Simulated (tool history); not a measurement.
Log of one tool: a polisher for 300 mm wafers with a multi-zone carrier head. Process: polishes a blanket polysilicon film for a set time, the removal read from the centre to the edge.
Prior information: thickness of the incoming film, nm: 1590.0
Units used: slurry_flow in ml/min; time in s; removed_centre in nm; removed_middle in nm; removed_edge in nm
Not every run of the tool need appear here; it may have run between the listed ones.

{"run": 1, "hour": 0.0, "slurry_flow": 225, "centre_zone": 1, "middle_zone": 1, "edge_zone": 1, "time": 48, "removed_centre": 473.7, "removed_middle": 494.69, "removed_edge": 459.06}
{"run": 2, "hour": 8.0, "slurry_flow": 225, "centre_zone": 1, "middle_zone": 1, "edge_zone": 1, "time": 40, "removed_centre": 388.96, "removed_middle": 405.29, "removed_edge": 386.51}
{"run": 3, "hour": 8.6, "slurry_flow": 180, "centre_zone": 1, "middle_zone": 1, "edge_zone": 1, "time": 40, "removed_centre": 377.99, "removed_middle": 397.55, "removed_edge": 370.14}
{"run": 4, "hour": 15.7, "slurry_flow": 235, "centre_zone": 1, "middle_zone": 1, "edge_zone": 1, "time": 40, "removed_centre": 385.21, "removed_middle": 394.4, "removed_edge": 383.31}
{"run": 5, "hour": 20.0, "slurry_flow": 235, "centre_zone": 0.96, "middle_zone": 1, "edge_zone": 1, "time": 40, "removed_centre": 378.19, "removed_middle": 407.63, "removed_edge": 387.72}
{"run": 6, "hour": 28.7, "slurry_flow": 260, "centre_zone": 1, "middle_zone": 0.99, "edge_zone": 1.05, "time": 43, "removed_centre": 435.29, "removed_middle": 441.82, "removed_edge": 430.67}
{"run": 7, "hour": 34.1, "slurry_flow": 280, "centre_zone": 1, "middle_zone": 0.96, "edge_zone": 1.09, "time": 45, "removed_centre": 456.36, "removed_middle": 447.33, "removed_edge": 452.64}

Expected results for the next run?
{"run": 8, "hour": 42.6, "slurry_flow": 295, "centre_zone": 1, "middle_zone": 0.94, "edge_zone": 1.12, "time": 47, "removed_centre": "?", "removed_middle": "?", "removed_edge": "?"}

{"run 8": {"removed_centre": 472.95, "removed_middle": 466.99, "removed_edge": 475.7}}

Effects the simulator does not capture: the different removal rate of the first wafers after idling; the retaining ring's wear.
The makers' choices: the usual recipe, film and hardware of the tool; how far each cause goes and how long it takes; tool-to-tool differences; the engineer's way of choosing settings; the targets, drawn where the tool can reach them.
